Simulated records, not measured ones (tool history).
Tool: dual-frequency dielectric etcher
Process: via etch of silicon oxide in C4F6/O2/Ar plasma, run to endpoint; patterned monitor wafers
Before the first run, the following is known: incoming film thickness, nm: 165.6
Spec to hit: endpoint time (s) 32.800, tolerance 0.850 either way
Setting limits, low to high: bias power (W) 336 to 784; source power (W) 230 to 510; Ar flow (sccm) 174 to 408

run    day  bias power (W)  source power (W)  Ar flow (sccm)  endpoint time (s)
  1  0.000             560               370             291             38.373
  2  0.262             583               380             290             37.229
  3  0.417             601               380             289             36.854
  4  0.596             619               380             288             36.338
  5  0.904             554               380             288             38.006
  6  1.008             576               380             287             37.359
  7  1.171             596               380             286             37.091
  8  1.371             596               380             286             36.923
  9  1.558             614               380             285             36.781
     1.804  -- source power generator calibrated
 10  1.804             630               390             284             36.393

Next run, 4 choices. One meets every target within its allowed miss, the rest don't. Which?
  A  2.050             610               300             237                  ?
  B  2.050             640               350             285                  ?
  C  2.050             784               380             235                  ?
  D  2.050             687               290             319                  ?

move  endpoint time (s)
   A             39.517
   B             37.416
   C             33.034
   D             38.968
A: its largest miss is bigger than the last run's
B: its largest miss is bigger than the last run's
C: all results land within tolerance of their targets
D: its largest miss is bigger than the last run's
The right move is C.

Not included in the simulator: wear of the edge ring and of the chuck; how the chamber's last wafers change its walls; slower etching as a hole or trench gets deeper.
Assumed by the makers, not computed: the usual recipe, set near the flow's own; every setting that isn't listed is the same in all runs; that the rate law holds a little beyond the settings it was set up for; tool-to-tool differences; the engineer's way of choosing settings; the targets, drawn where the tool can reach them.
